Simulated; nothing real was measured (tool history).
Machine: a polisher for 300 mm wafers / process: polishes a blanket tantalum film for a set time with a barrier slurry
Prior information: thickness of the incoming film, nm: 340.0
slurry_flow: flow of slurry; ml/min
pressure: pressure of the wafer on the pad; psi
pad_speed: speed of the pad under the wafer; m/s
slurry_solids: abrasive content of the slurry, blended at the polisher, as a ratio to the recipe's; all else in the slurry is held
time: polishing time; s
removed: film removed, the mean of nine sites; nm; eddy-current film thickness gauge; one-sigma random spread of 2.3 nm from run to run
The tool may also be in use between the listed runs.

run,day,slurry_flow,pressure,pad_speed,slurry_solids,time,removed
1,0.000,215,2.4,1.28,1.0,63,170.81
2,0.267,215,2.5,1.28,1.0,63,176.69
3,0.454,240,2.5,1.28,1.0,63,181.39
4,0.712,240,2.3,1.28,1.0,63,167.30
5,0.758,245,2.4,1.28,1.0,63,170.13
6,1.029,245,2.4,1.28,1.0,63,171.59
7,1.238,245,2.5,1.28,1.0,63,178.95
8,1.521,245,2.6,1.28,1.0,63,184.38
9,1.762,255,3.2,1.30,1.0,63,222.07

Forecast run 10:
10,1.912,255,3.3,1.30,1.0,63,?

{"run 10": {"removed": 225.01}}
